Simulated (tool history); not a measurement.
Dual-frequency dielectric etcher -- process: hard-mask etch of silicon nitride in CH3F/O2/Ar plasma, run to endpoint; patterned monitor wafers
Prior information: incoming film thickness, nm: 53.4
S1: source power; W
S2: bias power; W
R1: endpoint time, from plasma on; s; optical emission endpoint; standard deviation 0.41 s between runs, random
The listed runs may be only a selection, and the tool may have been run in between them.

run	day	S1	S2	R1
1	0	320	85	82.537
2	0.092	320	91	81.134
3	0.212	320	78	86.19
4	0.346	350	78	83.149
5	0.467	340	78	84.937
6	0.675	330	78	85.501
7	0.758	280	76	92.607

Run 8 comes next. What will it give?
8	0.8	310	77	?

R1: 87.503 s
